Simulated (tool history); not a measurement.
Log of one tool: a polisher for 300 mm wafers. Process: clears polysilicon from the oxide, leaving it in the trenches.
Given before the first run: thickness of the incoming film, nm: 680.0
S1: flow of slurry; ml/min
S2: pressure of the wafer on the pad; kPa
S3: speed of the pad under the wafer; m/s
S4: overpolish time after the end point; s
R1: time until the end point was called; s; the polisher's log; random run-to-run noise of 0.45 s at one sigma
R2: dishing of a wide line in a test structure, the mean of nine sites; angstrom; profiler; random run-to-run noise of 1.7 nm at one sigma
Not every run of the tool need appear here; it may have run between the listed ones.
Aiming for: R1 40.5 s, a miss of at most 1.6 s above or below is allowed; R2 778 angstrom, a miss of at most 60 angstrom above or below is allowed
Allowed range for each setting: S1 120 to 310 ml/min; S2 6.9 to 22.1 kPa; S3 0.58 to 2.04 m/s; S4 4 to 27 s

run,day,S1,S2,S3,S4,R1,R2
1,0,200,14.5,1.3,14,50.991,735.16
2,0.212,200,15.2,1.3,14,48.389,733.68
3,0.242,200,15.2,1.06,14,59.779,705.18
4,0.417,200,15.2,0.8,14,76.005,646.14
5,0.55,200,15.2,0.58,14,104.53,591.08
6,0.842,200,16.5,0.64,14,87.673,607.99
7,1.212,215,20.7,1,20,46.928,748.97
8,1.317,215,20.7,1.02,20,45.291,751.87
9,1.692,215,20.7,1.02,20,44.198,769.85
10,1.729,220,21.4,1.02,20,43.162,784.8
11,1.775,215,21.4,1.02,20,43.969,783.81

Which one of the following 4 next-run settings gets every result inside its allowed miss? There is exactly one.
A,1.821,175,22.1,1.1,27,?,?
B,1.821,265,17.9,1,16,?,?
C,1.821,160,22.1,0.9,26,?,?
D,1.821,215,21.4,0.9,14,?,?

move,R1,R2
A,41.076,761.06
B,52.169,725.83
C,50.614,757.52
D,49.823,715.27
A: each result inside its tolerance
B: its largest miss is bigger than the last run's
C: its largest miss is bigger than the last run's
D: its largest miss is bigger than the last run's
Correct choice: A, which meets every target

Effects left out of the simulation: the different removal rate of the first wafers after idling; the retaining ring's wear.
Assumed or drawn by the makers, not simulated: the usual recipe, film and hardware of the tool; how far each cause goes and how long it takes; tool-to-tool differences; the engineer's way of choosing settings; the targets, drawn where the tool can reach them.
